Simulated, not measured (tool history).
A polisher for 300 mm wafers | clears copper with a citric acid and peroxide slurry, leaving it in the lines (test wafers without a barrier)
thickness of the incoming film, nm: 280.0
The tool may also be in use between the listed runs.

run	hour	flow of slurry (ml/min)	pressure of the wafer on the pad (psi)	speed of the pad under the wafer (m/s)	abrasive content of the slurry	overpolish time after the end point (s)	time until the end point was called (s)	dishing of a wide line in a test structure (angstrom)
1	0.0	185	2.9	1.18	1.0	8	88.602	143.82
2	6.7	185	2.6	1.16	1.0	9	99.762	144.62
3	12.6	185	2.6	1.16	1.0	11	103.280	171.46
4	16.1	225	2.6	1.16	1.0	11	95.040	171.43
5	17.7	225	3.2	1.16	1.0	11	81.768	202.91
6	25.7	225	3.2	1.40	1.0	11	71.963	224.89
7	34.0	215	2.6	1.36	1.0	12	86.852	194.81
8	38.7	205	2.3	1.30	1.0	13	99.131	191.48

Run 9 comes next. What will it give?
9	40.2	200	2.0	1.28	1.0	13	?	?

{"run 9": {"time until the end point was called (s)": 118.77, "dishing of a wide line in a test structure (angstrom)": 173.79}}

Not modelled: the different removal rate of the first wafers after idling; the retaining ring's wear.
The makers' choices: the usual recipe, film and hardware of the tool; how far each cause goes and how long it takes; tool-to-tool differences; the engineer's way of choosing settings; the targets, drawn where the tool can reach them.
